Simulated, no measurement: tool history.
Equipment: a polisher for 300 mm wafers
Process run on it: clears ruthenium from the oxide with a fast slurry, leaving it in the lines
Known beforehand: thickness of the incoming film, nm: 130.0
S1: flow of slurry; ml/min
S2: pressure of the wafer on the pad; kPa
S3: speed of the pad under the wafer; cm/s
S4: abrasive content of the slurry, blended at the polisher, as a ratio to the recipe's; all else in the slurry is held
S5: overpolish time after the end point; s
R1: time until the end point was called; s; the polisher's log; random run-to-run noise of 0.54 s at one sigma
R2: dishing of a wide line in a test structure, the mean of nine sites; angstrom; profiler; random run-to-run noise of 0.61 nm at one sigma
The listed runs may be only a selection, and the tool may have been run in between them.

run,hour,S1,S2,S3,S4,S5,R1,R2
1,0.0,160,19.3,100,1.00,15,23.330,581.52
2,3.7,160,19.3,126,1.00,15,18.544,689.91
3,9.7,160,19.3,126,1.00,10,18.607,479.28
4,14.7,160,17.2,122,1.00,10,21.105,432.02
5,23.3,160,17.2,134,1.00,10,19.472,477.94
6,27.7,160,17.2,134,0.85,10,20.068,457.79
7,32.7,160,15.2,130,0.85,10,23.697,383.02
8,40.7,160,13.8,128,0.85,11,25.915,392.08
9,47.9,160,13.1,126,0.85,11,28.520,368.10
10,55.4,160,12.4,126,0.85,11,30.237,352.31

Run 11, settings as shown, results not yet in. Your forecast:
11,60.0,160,11.7,126,0.85,11,?,?

{"run 11": {"R1": 32.364, "R2": 334.41}}
